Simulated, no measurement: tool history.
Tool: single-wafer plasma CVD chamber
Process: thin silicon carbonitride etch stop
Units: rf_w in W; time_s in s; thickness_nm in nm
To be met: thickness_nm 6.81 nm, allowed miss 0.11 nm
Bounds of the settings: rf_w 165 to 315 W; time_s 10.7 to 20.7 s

run 1 hour=0 | rf_w=240 time_s=15.7 | thickness_nm=8.9618
run 2 hour=5.2 | rf_w=240 time_s=13.7 | thickness_nm=7.766
run 3 hour=11.9 | rf_w=220 time_s=13.7 | thickness_nm=7.6404
run 4 hour=14.8 | rf_w=220 time_s=15.8 | thickness_nm=8.786
run 5 hour=17.2 | rf_w=240 time_s=15.8 | thickness_nm=9.0053
run 6 hour=25 | rf_w=210 time_s=15.8 | thickness_nm=8.7742
run 7 hour=28 | rf_w=205 time_s=15.3 | thickness_nm=8.3913
run 8 hour=28.9 | rf_w=205 time_s=15.3 | thickness_nm=8.3489
run 9 hour=34.5 | rf_w=200 time_s=14.9 | thickness_nm=8.0761
run 10 hour=41.2 | rf_w=195 time_s=14.6 | thickness_nm=7.9544
run 11 hour=41.8 | rf_w=190 time_s=14.3 | thickness_nm=7.6691
run 12 hour=49 | rf_w=185 time_s=14.1 | thickness_nm=7.5361
run 13 hour=49.8 | rf_w=185 time_s=13.9 | thickness_nm=7.3704
run 14 hour=57.3 | rf_w=185 time_s=13.8 | thickness_nm=7.3256

5 next moves are on the table. One of them brings every result within its allowed miss. Which?
run A hour=64.8 | rf_w=200 time_s=12 | thickness_nm=?
run B hour=64.8 | rf_w=185 time_s=13.4 | thickness_nm=?
run C hour=64.8 | rf_w=170 time_s=12.5 | thickness_nm=?
run D hour=64.8 | rf_w=195 time_s=13.2 | thickness_nm=?
run E hour=64.8 | rf_w=170 time_s=13.1 | thickness_nm=?

move=A thickness_nm=6.4499
move=B thickness_nm=7.0604
move=C thickness_nm=6.4472
move=D thickness_nm=7.049
move=E thickness_nm=6.7566
A: takes the result that was furthest off past its target
B: nearer than the last run, and not there yet
C: takes the result that was furthest off past its target
D: nearer than the last run, and not there yet
E: meets every target
The right move is E.
